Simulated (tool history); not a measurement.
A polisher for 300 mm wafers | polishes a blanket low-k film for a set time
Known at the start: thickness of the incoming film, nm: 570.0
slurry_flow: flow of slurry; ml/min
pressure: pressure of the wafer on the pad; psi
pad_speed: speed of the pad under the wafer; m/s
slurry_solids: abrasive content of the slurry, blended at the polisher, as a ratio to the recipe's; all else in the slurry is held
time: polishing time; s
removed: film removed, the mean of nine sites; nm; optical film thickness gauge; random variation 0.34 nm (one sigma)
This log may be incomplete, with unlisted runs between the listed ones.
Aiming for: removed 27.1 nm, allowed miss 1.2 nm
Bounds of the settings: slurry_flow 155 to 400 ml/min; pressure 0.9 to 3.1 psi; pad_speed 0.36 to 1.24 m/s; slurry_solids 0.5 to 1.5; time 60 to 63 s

run,day,slurry_flow,pressure,pad_speed,slurry_solids,time,removed
1,0,255,2,0.8,1,60,19.502
2,0.083,255,2.1,0.8,1,60,20.518
3,0.375,255,2.2,0.8,1,60,21.308
4,0.546,255,2.3,0.8,1,60,22.81
5,0.746,280,2.3,0.8,1,60,22.559
6,0.9,280,2.4,0.8,1,60,23.127
7,1.15,280,2.4,0.8,1,60,22.998
8,1.321,280,2.5,0.8,1,60,24.475
9,1.521,280,2.6,0.8,1,60,25.268
10,1.829,280,2.6,0.8,1,60,25.305
11,1.85,280,2.6,0.8,1,60,25.135

Exercise: of the 5 proposed moves below, exactly one satisfies all targets within the stated allowed misses. Which move is it?
A,1.871,255,2.7,1,1,62,?
B,1.871,365,2.4,0.96,1.1,63,?
C,1.871,305,2.8,0.82,1.05,62,?
D,1.871,315,2.8,0.9,1,61,?
E,1.871,245,3.1,0.58,1.35,62,?

move,removed
A,32.234
B,31.13
C,29.793
D,30.774
E,27.509
A: takes the biggest miss from the last run beyond its target
B: takes the biggest miss from the last run beyond its target
C: takes the biggest miss from the last run beyond its target
D: takes the biggest miss from the last run beyond its target
E: each result inside its tolerance
The right move is E.
